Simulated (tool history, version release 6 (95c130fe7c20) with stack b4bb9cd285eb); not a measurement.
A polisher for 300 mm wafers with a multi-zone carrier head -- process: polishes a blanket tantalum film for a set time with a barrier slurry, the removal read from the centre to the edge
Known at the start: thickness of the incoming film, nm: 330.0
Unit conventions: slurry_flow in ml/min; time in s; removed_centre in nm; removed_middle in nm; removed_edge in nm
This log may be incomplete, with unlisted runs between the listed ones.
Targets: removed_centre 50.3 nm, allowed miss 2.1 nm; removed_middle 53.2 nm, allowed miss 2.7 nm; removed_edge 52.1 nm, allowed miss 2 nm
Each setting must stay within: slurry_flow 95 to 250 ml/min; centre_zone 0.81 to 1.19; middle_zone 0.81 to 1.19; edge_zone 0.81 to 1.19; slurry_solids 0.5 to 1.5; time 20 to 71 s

{"run": 1, "hour": 0.0, "slurry_flow": 160, "centre_zone": 1, "middle_zone": 1, "edge_zone": 1, "slurry_solids": 1, "time": 45, "removed_centre": 71.682, "removed_middle": 72.87, "removed_edge": 75.655}
{"run": 2, "hour": 5.0, "slurry_flow": 160, "centre_zone": 1, "middle_zone": 0.92, "edge_zone": 1, "slurry_solids": 1, "time": 45, "removed_centre": 73.603, "removed_middle": 68.466, "removed_edge": 76.407}
{"run": 3, "hour": 8.0, "slurry_flow": 160, "centre_zone": 1, "middle_zone": 0.92, "edge_zone": 1, "slurry_solids": 1, "time": 40, "removed_centre": 64.143, "removed_middle": 60.392, "removed_edge": 66.113}
{"run": 4, "hour": 15.4, "slurry_flow": 160, "centre_zone": 0.99, "middle_zone": 0.93, "edge_zone": 0.99, "slurry_solids": 0.95, "time": 40, "removed_centre": 63.904, "removed_middle": 60.895, "removed_edge": 66.478}
{"run": 5, "hour": 19.7, "slurry_flow": 160, "centre_zone": 0.99, "middle_zone": 0.94, "edge_zone": 0.98, "slurry_solids": 0.9, "time": 39, "removed_centre": 61.888, "removed_middle": 57.098, "removed_edge": 62.864}
{"run": 6, "hour": 28.4, "slurry_flow": 160, "centre_zone": 0.98, "middle_zone": 0.96, "edge_zone": 0.97, "slurry_solids": 0.9, "time": 39, "removed_centre": 59.453, "removed_middle": 58.573, "removed_edge": 62.359}
{"run": 7, "hour": 37.3, "slurry_flow": 160, "centre_zone": 0.98, "middle_zone": 0.97, "edge_zone": 0.95, "slurry_solids": 0.9, "time": 39, "removed_centre": 60.124, "removed_middle": 57.701, "removed_edge": 61.866}
{"run": 8, "hour": 37.9, "slurry_flow": 160, "centre_zone": 0.98, "middle_zone": 0.99, "edge_zone": 0.94, "slurry_solids": 0.85, "time": 39, "removed_centre": 58.167, "removed_middle": 58.34, "removed_edge": 60.561}
{"run": 9, "hour": 46.3, "slurry_flow": 160, "centre_zone": 0.98, "middle_zone": 1, "edge_zone": 0.93, "slurry_solids": 0.85, "time": 39, "removed_centre": 58.836, "removed_middle": 59.407, "removed_edge": 59.724}
{"run": 10, "hour": 53.8, "slurry_flow": 155, "centre_zone": 0.97, "middle_zone": 1, "edge_zone": 0.92, "slurry_solids": 0.85, "time": 39, "removed_centre": 57.297, "removed_middle": 59.047, "removed_edge": 59.471}
{"run": 11, "hour": 56.8, "slurry_flow": 155, "centre_zone": 0.97, "middle_zone": 1, "edge_zone": 0.91, "slurry_solids": 0.85, "time": 39, "removed_centre": 57.194, "removed_middle": 59.805, "removed_edge": 59.136}
{"run": 12, "hour": 59.5, "slurry_flow": 155, "centre_zone": 0.97, "middle_zone": 1, "edge_zone": 0.9, "slurry_solids": 0.85, "time": 39, "removed_centre": 57.656, "removed_middle": 59.197, "removed_edge": 58.582}
{"run": 13, "hour": 60.9, "slurry_flow": 150, "centre_zone": 0.96, "middle_zone": 1, "edge_zone": 0.89, "slurry_solids": 0.85, "time": 39, "removed_centre": 56.635, "removed_middle": 60.182, "removed_edge": 58.244}
{"run": 14, "hour": 64.9, "slurry_flow": 150, "centre_zone": 0.96, "middle_zone": 1, "edge_zone": 0.89, "slurry_solids": 0.8, "time": 39, "removed_centre": 55.786, "removed_middle": 57.36, "removed_edge": 56.872}
{"run": 15, "hour": 69.4, "slurry_flow": 145, "centre_zone": 0.95, "middle_zone": 1, "edge_zone": 0.88, "slurry_solids": 0.8, "time": 39, "removed_centre": 53.878, "removed_middle": 57.285, "removed_edge": 56.078}
{"run": 16, "hour": 70.2, "slurry_flow": 140, "centre_zone": 0.95, "middle_zone": 1, "edge_zone": 0.88, "slurry_solids": 0.8, "time": 39, "removed_centre": 53.957, "removed_middle": 58.03, "removed_edge": 55.864}
{"run": 17, "hour": 71.7, "slurry_flow": 140, "centre_zone": 0.95, "middle_zone": 0.99, "edge_zone": 0.88, "slurry_solids": 0.8, "time": 39, "removed_centre": 53.672, "removed_middle": 55.19, "removed_edge": 56.914}
{"run": 18, "hour": 76.0, "slurry_flow": 140, "centre_zone": 0.95, "middle_zone": 0.99, "edge_zone": 0.87, "slurry_solids": 0.8, "time": 39, "removed_centre": 53.81, "removed_middle": 56.622, "removed_edge": 55.579}
{"run": 19, "hour": 80.2, "slurry_flow": 115, "centre_zone": 0.93, "middle_zone": 0.96, "edge_zone": 0.83, "slurry_solids": 0.7, "time": 39, "removed_centre": 47.458, "removed_middle": 49.748, "removed_edge": 49.482}
{"run": 20, "hour": 88.9, "slurry_flow": 120, "centre_zone": 0.93, "middle_zone": 0.96, "edge_zone": 0.83, "slurry_solids": 0.7, "time": 39, "removed_centre": 48.885, "removed_middle": 50.178, "removed_edge": 49.58}

Of the 4 settings listed for the next run, only one would bring every result within its allowed miss of target. Which one?
{"run": "A", "hour": 97.6, "slurry_flow": 105, "centre_zone": 1.01, "middle_zone": 1.05, "edge_zone": 0.91, "slurry_solids": 0.8, "time": 38, "removed_centre": "?", "removed_middle": "?", "removed_edge": "?"}
{"run": "B", "hour": 97.6, "slurry_flow": 120, "centre_zone": 0.92, "middle_zone": 0.99, "edge_zone": 0.85, "slurry_solids": 0.75, "time": 35, "removed_centre": "?", "removed_middle": "?", "removed_edge": "?"}
{"run": "C", "hour": 97.6, "slurry_flow": 115, "centre_zone": 0.93, "middle_zone": 0.97, "edge_zone": 0.97, "slurry_solids": 0.55, "time": 47, "removed_centre": "?", "removed_middle": "?", "removed_edge": "?"}
{"run": "D", "hour": 97.6, "slurry_flow": 115, "centre_zone": 0.95, "middle_zone": 1.02, "edge_zone": 0.84, "slurry_solids": 0.95, "time": 40, "removed_centre": "?", "removed_middle": "?", "removed_edge": "?"}

move=A removed_centre=51.433 removed_middle=52.337 removed_edge=51.682
move=B removed_centre=44.001 removed_middle=46.571 removed_edge=46.286
move=C removed_centre=51.045 removed_middle=52.617 removed_edge=56.779
move=D removed_centre=55.848 removed_middle=58.77 removed_edge=56.854
A: meets every target
B: further off than the last run
C: moves the result that the last run missed by most past its target, out the other side
D: moves the result that the last run missed by most past its target, out the other side
A is the move that brings every result within its allowed miss.
